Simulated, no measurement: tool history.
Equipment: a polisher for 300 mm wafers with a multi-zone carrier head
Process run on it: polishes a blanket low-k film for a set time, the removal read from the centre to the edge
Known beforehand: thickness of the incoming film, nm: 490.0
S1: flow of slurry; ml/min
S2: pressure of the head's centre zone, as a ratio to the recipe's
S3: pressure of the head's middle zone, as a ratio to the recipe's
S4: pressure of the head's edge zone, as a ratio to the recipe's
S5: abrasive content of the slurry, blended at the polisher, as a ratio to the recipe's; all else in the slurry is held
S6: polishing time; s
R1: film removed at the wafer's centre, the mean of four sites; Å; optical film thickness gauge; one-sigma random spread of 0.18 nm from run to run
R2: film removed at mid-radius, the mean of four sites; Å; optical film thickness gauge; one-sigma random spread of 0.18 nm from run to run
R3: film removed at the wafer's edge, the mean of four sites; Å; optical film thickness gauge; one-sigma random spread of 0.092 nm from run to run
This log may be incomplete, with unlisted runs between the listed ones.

run	hour	S1	S2	S3	S4	S5	S6	R1	R2	R3
1	0.0	135	1.00	1.00	1.00	1.00	55	180.07	176.60	178.18
2	3.7	135	1.00	1.00	1.00	1.00	69	224.66	220.81	226.59
3	5.0	135	1.00	1.00	1.00	0.85	69	207.61	203.86	208.40
4	13.5	160	1.00	1.00	1.00	0.85	69	215.31	209.95	211.95
5	15.3	160	0.97	1.02	0.96	0.75	65	181.71	193.33	183.39
6	21.1	160	0.97	1.02	0.99	0.75	65	188.64	188.26	187.75
7	29.1	155	0.97	1.01	0.94	0.65	63	165.92	172.13	162.44
8	32.3	145	0.95	0.99	0.90	0.60	63	155.09	159.77	151.08
9	36.0	135	0.93	1.00	0.87	0.60	63	148.00	156.66	148.28
10	37.5	130	0.93	1.02	0.85	0.55	63	138.41	152.94	138.35

Expected results for the next run?
11	38.0	125	0.93	1.03	0.84	0.55	63	?	?	?

R1: 136.29 Å
R2: 149.34 Å
R3: 136.96 Å

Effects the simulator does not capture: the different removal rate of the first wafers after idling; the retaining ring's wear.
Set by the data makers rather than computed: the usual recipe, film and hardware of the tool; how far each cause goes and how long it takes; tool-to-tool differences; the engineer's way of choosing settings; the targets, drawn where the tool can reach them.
